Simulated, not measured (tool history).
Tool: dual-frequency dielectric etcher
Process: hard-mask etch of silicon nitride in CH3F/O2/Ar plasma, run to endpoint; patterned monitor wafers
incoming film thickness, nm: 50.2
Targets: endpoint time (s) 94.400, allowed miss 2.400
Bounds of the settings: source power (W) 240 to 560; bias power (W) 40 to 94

run  hour  source power (W)  bias power (W)  endpoint time (s)
  1   0.0               400              67             79.253
  2   2.6               400              79             73.268
  3   6.0               380              76             76.817
  4  12.2               360              75             78.671
  5  20.5               320              75             84.996
  6  21.1               320              69             87.816
  7  27.5               250              65            103.630
  8  32.8               260              65            102.330
  9  39.5               270              65             99.187

5 next moves are on the table. One of them brings every result within its allowed miss. Which?
  A  46.2               300              72                  ?
  B  46.2               300              71                  ?
  C  46.2               260              62                  ?
  D  46.2               300              73                  ?
  E  46.2               290              67                  ?

move  endpoint time (s)
   A             88.643
   B             89.221
   C            103.320
   D             88.077
   E             93.430
A: takes the result that was furthest off past its target
B: takes the result that was furthest off past its target
C: further off than the last run
D: takes the result that was furthest off past its target
E: meets every target
Answer: E

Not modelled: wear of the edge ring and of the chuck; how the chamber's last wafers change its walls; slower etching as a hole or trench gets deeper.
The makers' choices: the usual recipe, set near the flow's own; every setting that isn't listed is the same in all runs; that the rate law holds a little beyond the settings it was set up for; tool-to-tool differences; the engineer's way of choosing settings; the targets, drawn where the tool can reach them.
